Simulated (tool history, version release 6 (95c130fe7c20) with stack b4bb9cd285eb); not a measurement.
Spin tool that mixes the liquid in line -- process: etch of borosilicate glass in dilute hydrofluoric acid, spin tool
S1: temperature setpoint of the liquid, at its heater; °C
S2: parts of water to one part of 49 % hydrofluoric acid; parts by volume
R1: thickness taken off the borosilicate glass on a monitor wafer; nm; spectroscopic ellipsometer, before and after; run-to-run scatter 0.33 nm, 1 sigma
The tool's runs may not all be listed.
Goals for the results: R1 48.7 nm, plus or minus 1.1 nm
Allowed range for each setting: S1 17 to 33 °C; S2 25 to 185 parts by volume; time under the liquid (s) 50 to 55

run 1 hour=0 | S1=25 S2=105 time_under_the_liquid_(s)=50 | R1=17.755
run 2 hour=2.4 | S1=27 S2=85 time_under_the_liquid_(s)=50 | R1=24.29
run 3 hour=3.1 | S1=27 S2=85 time_under_the_liquid_(s)=55 | R1=26.675
run 4 hour=11.7 | S1=24.5 S2=85 time_under_the_liquid_(s)=55 | R1=24.186
run 5 hour=18.8 | S1=26 S2=85 time_under_the_liquid_(s)=55 | R1=25.905
run 6 hour=19.5 | S1=26 S2=85 time_under_the_liquid_(s)=55 | R1=25.522
run 7 hour=26.6 | S1=28 S2=75 time_under_the_liquid_(s)=55 | R1=32.112
run 8 hour=33.2 | S1=29.5 S2=70 time_under_the_liquid_(s)=55 | R1=36.258
run 9 hour=41.8 | S1=30.5 S2=65 time_under_the_liquid_(s)=55 | R1=40.799

Which single option among these 4 for the next run brings every result within its allowed miss of target? Just one does.
run A hour=50.4 | S1=31 S2=55 time_under_the_liquid_(s)=50 | R1=?
run B hour=50.4 | S1=31 S2=60 time_under_the_liquid_(s)=55 | R1=?
run C hour=50.4 | S1=32 S2=55 time_under_the_liquid_(s)=55 | R1=?
run D hour=50.4 | S1=30 S2=55 time_under_the_liquid_(s)=55 | R1=?

move=A R1=45.727
move=B R1=45.751
move=C R1=52.279
move=D R1=48.381
A: better than the last run, though not everything is in spec
B: better than the last run, though not everything is in spec
C: moves the result that the last run missed by most past its target, out the other side
D: hits every target within its allowed miss
Answer: D

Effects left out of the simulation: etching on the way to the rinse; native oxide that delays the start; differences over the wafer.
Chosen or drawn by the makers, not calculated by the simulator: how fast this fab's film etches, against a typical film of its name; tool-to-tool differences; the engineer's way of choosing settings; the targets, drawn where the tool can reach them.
